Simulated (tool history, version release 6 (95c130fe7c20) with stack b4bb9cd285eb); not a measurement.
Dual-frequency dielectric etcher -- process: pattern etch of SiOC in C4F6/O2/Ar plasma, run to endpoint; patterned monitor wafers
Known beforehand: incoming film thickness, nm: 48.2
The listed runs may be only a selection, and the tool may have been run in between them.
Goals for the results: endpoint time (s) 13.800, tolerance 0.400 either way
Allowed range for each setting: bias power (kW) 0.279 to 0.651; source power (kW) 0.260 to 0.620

run 1 hour=0.0 | bias_power_(kW)=0.465 source_power_(kW)=0.440 | endpoint_time_(s)=16.160
run 2 hour=8.2 | bias_power_(kW)=0.486 source_power_(kW)=0.450 | endpoint_time_(s)=15.711
run 3 hour=13.3 | bias_power_(kW)=0.486 source_power_(kW)=0.390 | endpoint_time_(s)=16.508
run 4 hour=18.0 | bias_power_(kW)=0.432 source_power_(kW)=0.390 | endpoint_time_(s)=17.230
run 5 hour=23.9 | bias_power_(kW)=0.459 source_power_(kW)=0.410 | endpoint_time_(s)=16.485
run 6 hour=31.8 | bias_power_(kW)=0.459 source_power_(kW)=0.370 | endpoint_time_(s)=17.305
run 7 hour=36.3 | bias_power_(kW)=0.482 source_power_(kW)=0.390 | endpoint_time_(s)=16.674
run 8 hour=38.3 | bias_power_(kW)=0.502 source_power_(kW)=0.410 | endpoint_time_(s)=16.398
run 9 hour=46.1 | bias_power_(kW)=0.512 source_power_(kW)=0.430 | endpoint_time_(s)=15.837

5 next moves are on the table. One of them brings every result within its allowed miss. Which?
run A hour=53.9 | bias_power_(kW)=0.592 source_power_(kW)=0.540 | endpoint_time_(s)=?
run B hour=53.9 | bias_power_(kW)=0.565 source_power_(kW)=0.490 | endpoint_time_(s)=?
run C hour=53.9 | bias_power_(kW)=0.648 source_power_(kW)=0.600 | endpoint_time_(s)=?
run D hour=53.9 | bias_power_(kW)=0.525 source_power_(kW)=0.490 | endpoint_time_(s)=?
run E hour=53.9 | bias_power_(kW)=0.494 source_power_(kW)=0.510 | endpoint_time_(s)=?

move=A endpoint_time_(s)=13.884
move=B endpoint_time_(s)=14.599
move=C endpoint_time_(s)=12.977
move=D endpoint_time_(s)=14.942
move=E endpoint_time_(s)=15.006
A: all results land within tolerance of their targets
B: nearer than the last run, and not there yet
C: carries the result that was furthest off beyond its target, to the other side
D: nearer than the last run, and not there yet
E: nearer than the last run, and not there yet
So the answer is move A, the one that meets all the targets.
